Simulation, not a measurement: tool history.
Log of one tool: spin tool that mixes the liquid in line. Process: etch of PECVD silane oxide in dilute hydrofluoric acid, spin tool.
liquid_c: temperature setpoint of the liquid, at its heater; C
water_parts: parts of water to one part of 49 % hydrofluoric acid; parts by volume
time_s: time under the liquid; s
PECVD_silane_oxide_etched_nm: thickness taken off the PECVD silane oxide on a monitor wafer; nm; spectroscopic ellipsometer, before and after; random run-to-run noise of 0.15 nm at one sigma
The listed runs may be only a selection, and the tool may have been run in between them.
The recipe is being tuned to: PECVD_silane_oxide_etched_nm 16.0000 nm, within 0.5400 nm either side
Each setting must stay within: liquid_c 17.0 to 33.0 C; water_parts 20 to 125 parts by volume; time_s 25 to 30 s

{"run": 1, "hour": 0.0, "liquid_c": 25.0, "water_parts": 70, "time_s": 30, "PECVD_silane_oxide_etched_nm": 7.3766}
{"run": 2, "hour": 8.4, "liquid_c": 27.5, "water_parts": 60, "time_s": 30, "PECVD_silane_oxide_etched_nm": 9.7906}
{"run": 3, "hour": 16.9, "liquid_c": 27.5, "water_parts": 60, "time_s": 30, "PECVD_silane_oxide_etched_nm": 9.8579}
{"run": 4, "hour": 25.6, "liquid_c": 29.5, "water_parts": 60, "time_s": 30, "PECVD_silane_oxide_etched_nm": 10.624}
{"run": 5, "hour": 29.3, "liquid_c": 30.5, "water_parts": 55, "time_s": 30, "PECVD_silane_oxide_etched_nm": 11.949}
{"run": 6, "hour": 35.5, "liquid_c": 30.5, "water_parts": 55, "time_s": 30, "PECVD_silane_oxide_etched_nm": 12.061}
{"run": 7, "hour": 41.6, "liquid_c": 33.0, "water_parts": 40, "time_s": 30, "PECVD_silane_oxide_etched_nm": 18.74}
{"run": 8, "hour": 42.5, "liquid_c": 32.0, "water_parts": 40, "time_s": 30, "PECVD_silane_oxide_etched_nm": 18.068}
{"run": 9, "hour": 45.0, "liquid_c": 31.0, "water_parts": 40, "time_s": 30, "PECVD_silane_oxide_etched_nm": 17.254}

Below are 4 possible settings for the next run. Only one of them brings all results inside the allowed miss of their targets. Which is it?
{"run": "A", "hour": 47.5, "liquid_c": 32.0, "water_parts": 45, "time_s": 30, "PECVD_silane_oxide_etched_nm": "?"}
{"run": "B", "hour": 47.5, "liquid_c": 31.0, "water_parts": 40, "time_s": 25, "PECVD_silane_oxide_etched_nm": "?"}
{"run": "C", "hour": 47.5, "liquid_c": 33.0, "water_parts": 50, "time_s": 30, "PECVD_silane_oxide_etched_nm": "?"}
{"run": "D", "hour": 47.5, "liquid_c": 26.0, "water_parts": 30, "time_s": 30, "PECVD_silane_oxide_etched_nm": "?"}

move=A PECVD_silane_oxide_etched_nm=15.9080
move=B PECVD_silane_oxide_etched_nm=14.4580
move=C PECVD_silane_oxide_etched_nm=14.7580
move=D PECVD_silane_oxide_etched_nm=19.2020
A: hits every target within its allowed miss
B: takes the result that was furthest off past its target
C: takes the result that was furthest off past its target
D: moves away from the targets compared with the last run
So the answer is move A, the one that meets all the targets.

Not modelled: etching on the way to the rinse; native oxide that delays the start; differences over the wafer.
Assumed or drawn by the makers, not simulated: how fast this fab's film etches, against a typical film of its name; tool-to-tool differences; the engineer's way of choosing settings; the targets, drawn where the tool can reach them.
